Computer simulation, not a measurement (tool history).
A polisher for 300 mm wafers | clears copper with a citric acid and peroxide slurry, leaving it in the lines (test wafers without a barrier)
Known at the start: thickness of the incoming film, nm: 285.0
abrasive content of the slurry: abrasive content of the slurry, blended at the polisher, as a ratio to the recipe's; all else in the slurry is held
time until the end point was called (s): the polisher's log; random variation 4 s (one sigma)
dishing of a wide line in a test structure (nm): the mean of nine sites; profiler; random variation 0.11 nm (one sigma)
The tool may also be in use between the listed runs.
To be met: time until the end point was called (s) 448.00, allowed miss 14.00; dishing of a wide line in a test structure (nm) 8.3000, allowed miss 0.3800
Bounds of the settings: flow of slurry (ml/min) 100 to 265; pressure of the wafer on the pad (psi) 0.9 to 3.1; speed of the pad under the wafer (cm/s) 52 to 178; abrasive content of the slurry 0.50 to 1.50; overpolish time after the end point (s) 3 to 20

| run | hour | flow of slurry (ml/min) | pressure of the wafer on the pad (psi) | speed of the pad under the wafer (cm/s) | abrasive content of the slurry | overpolish time after the end point (s) | time until the end point was called (s) | dishing of a wide line in a test structure (nm) |
|---|---|---|---|---|---|---|---|---|
| 1 | 0.0 | 170 | 2.0 | 114 | 1.00 | 10 | 200.42 | 11.1210 |
| 2 | 1.6 | 165 | 1.8 | 108 | 1.00 | 11 | 228.38 | 10.6010 |
| 3 | 7.3 | 165 | 1.8 | 108 | 1.00 | 15 | 226.84 | 14.3590 |
| 4 | 13.6 | 160 | 1.6 | 102 | 1.00 | 15 | 260.92 | 12.2870 |
| 5 | 18.8 | 160 | 1.6 | 102 | 0.90 | 15 | 269.85 | 12.0590 |
| 6 | 27.0 | 180 | 1.6 | 102 | 0.90 | 15 | 268.60 | 12.4340 |
| 7 | 29.6 | 155 | 1.0 | 80 | 0.90 | 16 | 473.12 | 7.4173 |
| 8 | 37.8 | 160 | 1.0 | 80 | 0.90 | 16 | 460.61 | 7.5136 |
| 9 | 40.0 | 165 | 1.0 | 80 | 0.90 | 16 | 470.00 | 7.4808 |
| 10 | 48.7 | 170 | 1.0 | 80 | 0.90 | 16 | 462.79 | 7.4866 |
| 11 | 52.5 | 175 | 1.0 | 80 | 0.90 | 16 | 464.29 | 7.5661 |
| 12 | 56.1 | 175 | 1.0 | 80 | 0.90 | 16 | 461.80 | 7.5955 |
| 13 | 63.6 | 180 | 1.0 | 80 | 0.90 | 16 | 463.20 | 7.7373 |
| 14 | 65.8 | 180 | 1.0 | 80 | 0.90 | 16 | 453.53 | 7.5730 |

Which of these 5 next moves meets every target?
| A | 68.0 | 155 | 1.0 | 80 | 0.95 | 15 | ? | ? |
| B | 68.0 | 180 | 1.3 | 78 | 0.80 | 16 | ? | ? |
| C | 68.0 | 200 | 1.2 | 76 | 0.65 | 20 | ? | ? |
| D | 68.0 | 190 | 1.0 | 82 | 0.95 | 14 | ? | ? |
| E | 68.0 | 155 | 0.9 | 84 | 1.10 | 17 | ? | ? |

| move | time until the end point was called (s) | dishing of a wide line in a test structure (nm) |
|---|---|---|
| A | 461.57 | 7.0737 |
| B | 414.23 | 8.3660 |
| C | 477.58 | 9.0272 |
| D | 439.19 | 6.9437 |
| E | 448.75 | 8.1786 |
A: further off than the last run
B: brings the result that was furthest off to its target, and leaves another outside
C: takes the result that was furthest off past its target
D: further off than the last run
E: meets every target
Move E is the one to make.

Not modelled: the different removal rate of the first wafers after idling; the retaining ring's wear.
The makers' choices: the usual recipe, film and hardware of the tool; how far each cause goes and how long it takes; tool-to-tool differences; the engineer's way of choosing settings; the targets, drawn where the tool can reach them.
